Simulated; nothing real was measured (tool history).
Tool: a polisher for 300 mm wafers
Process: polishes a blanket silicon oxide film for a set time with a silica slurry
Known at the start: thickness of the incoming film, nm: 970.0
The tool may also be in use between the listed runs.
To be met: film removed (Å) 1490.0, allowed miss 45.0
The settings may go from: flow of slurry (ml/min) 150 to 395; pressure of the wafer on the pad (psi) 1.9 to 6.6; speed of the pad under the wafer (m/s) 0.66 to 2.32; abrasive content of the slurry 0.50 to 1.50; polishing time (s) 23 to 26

run  hour  flow of slurry (ml/min)  pressure of the wafer on the pad (psi)  speed of the pad under the wafer (m/s)  abrasive content of the slurry  polishing time (s)  film removed (Å)
  1   0.0                      250                                     4.2                                    1.48                            1.00                  26            1112.1
  2   3.0                      250                                     5.2                                    1.48                            1.00                  26            1391.7
  3  11.9                      250                                     5.2                                    1.48                            1.00                  23            1236.3
  4  17.8                      210                                     5.2                                    1.48                            1.00                  23            1213.8
  5  19.7                      220                                     5.3                                    1.48                            1.00                  23            1235.3
  6  26.7                      230                                     5.3                                    1.48                            1.00                  23            1240.5
  7  33.7                      240                                     5.4                                    1.48                            1.00                  23            1271.0
  8  35.6                      245                                     5.5                                    1.48                            1.00                  23            1292.5
  9  42.1                      245                                     5.6                                    1.48                            1.00                  23            1338.1
 10  45.0                      250                                     5.6                                    1.48                            1.00                  23            1328.1

Which of these 4 next moves meets every target?
  A  47.9                      270                                     5.4                                    1.44                            0.95                  26                 ?
  B  47.9                      300                                     6.6                                    1.38                            0.90                  23                 ?
  C  47.9                      280                                     4.7                                    1.66                            1.05                  25                 ?
  D  47.9                      210                                     6.0                                    1.28                            1.10                  26                 ?

move  film removed (Å)
   A            1395.7
   B            1408.4
   C            1411.5
   D            1506.4
A: nearer than the last run, and not there yet
B: nearer than the last run, and not there yet
C: nearer than the last run, and not there yet
D: meets every target
Move D is the one to make.
